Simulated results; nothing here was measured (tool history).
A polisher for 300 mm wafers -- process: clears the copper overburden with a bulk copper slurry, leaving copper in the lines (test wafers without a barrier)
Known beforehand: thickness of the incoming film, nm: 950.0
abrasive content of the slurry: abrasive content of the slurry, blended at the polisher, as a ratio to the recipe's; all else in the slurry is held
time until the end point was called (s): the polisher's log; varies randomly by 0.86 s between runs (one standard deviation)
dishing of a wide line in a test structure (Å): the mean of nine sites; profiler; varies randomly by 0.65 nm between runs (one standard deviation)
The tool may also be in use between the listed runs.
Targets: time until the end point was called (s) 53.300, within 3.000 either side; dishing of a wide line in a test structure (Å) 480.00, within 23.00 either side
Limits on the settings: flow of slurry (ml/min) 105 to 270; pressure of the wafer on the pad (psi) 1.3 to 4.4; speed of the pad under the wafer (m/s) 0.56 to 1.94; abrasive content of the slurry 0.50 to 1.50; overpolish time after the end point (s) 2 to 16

run    day  flow of slurry (ml/min)  pressure of the wafer on the pad (psi)  speed of the pad under the wafer (m/s)  abrasive content of the slurry  overpolish time after the end point (s)  time until the end point was called (s)  dishing of a wide line in a test structure (Å)
  1  0.000                      175                                     2.8                                    1.24                            1.00                                        8                                  100.500                                          501.43
  2  0.283                      175                                     3.0                                    1.24                            1.00                                        7                                   91.681                                          478.21
  3  0.454                      175                                     3.2                                    1.24                            1.00                                        7                                   87.579                                          515.63
  4  0.604                      175                                     3.2                                    1.24                            1.10                                        7                                   87.446                                          525.10
  5  0.662                      175                                     3.3                                    1.26                            1.10                                        6                                   81.435                                          472.20
  6  0.842                      175                                     3.3                                    1.42                            1.10                                        6                                   69.218                                          516.03
  7  1.183                      175                                     3.4                                    1.44                            1.10                                        6                                   69.307                                          530.10
  8  1.358                      175                                     3.4                                    1.44                            1.10                                        6                                   69.723                                          541.89
  9  1.429                      185                                     4.2                                    1.48                            1.10                                        2                                   55.216                                          262.33
 10  1.700                      185                                     4.0                                    1.52                            1.15                                        2                                   53.400                                          258.87
 11  1.725                      180                                     3.9                                    1.56                            1.10                                        2                                   55.026                                          257.52
 12  1.988                      180                                     3.8                                    1.58                            1.15                                        2                                   55.324                                          258.51
 13  2.133                      180                                     3.7                                    1.60                            1.20                                        2                                   55.400                                          253.48
 14  2.242                      175                                     3.7                                    1.62                            1.20                                        2                                   56.429                                          257.18
 15  2.483                      170                                     3.7                                    1.64                            1.20                                        2                                   54.737                                          259.95
 16  2.692                      175                                     3.7                                    1.66                            1.20                                        6                                   54.657                                          644.98

Which single option among these 5 for the next run brings every result within its allowed miss of target? Just one does.
  A  2.900                      170                                     3.7                                    1.52                            1.30                                        5                                        ?                                               ?
  B  2.900                      155                                     3.7                                    1.72                            1.20                                        4                                        ?                                               ?
  C  2.900                      190                                     3.9                                    1.54                            1.30                                        5                                        ?                                               ?
  D  2.900                      190                                     3.4                                    1.74                            1.15                                       10                                        ?                                               ?
  E  2.900                      185                                     4.1                                    1.66                            1.20                                        5                                        ?                                               ?

move  time until the end point was called (s)  dishing of a wide line in a test structure (Å)
   A                                   59.575                                          537.08
   B                                   54.485                                          482.97
   C                                   54.974                                          573.51
   D                                   57.230                                          882.00
   E                                   49.653                                          621.60
A: better than the last run, though not everything is in spec
B: every result lands within tolerance
C: better than the last run, though not everything is in spec
D: further off than the last run
E: better than the last run, though not everything is in spec
The right move is B.

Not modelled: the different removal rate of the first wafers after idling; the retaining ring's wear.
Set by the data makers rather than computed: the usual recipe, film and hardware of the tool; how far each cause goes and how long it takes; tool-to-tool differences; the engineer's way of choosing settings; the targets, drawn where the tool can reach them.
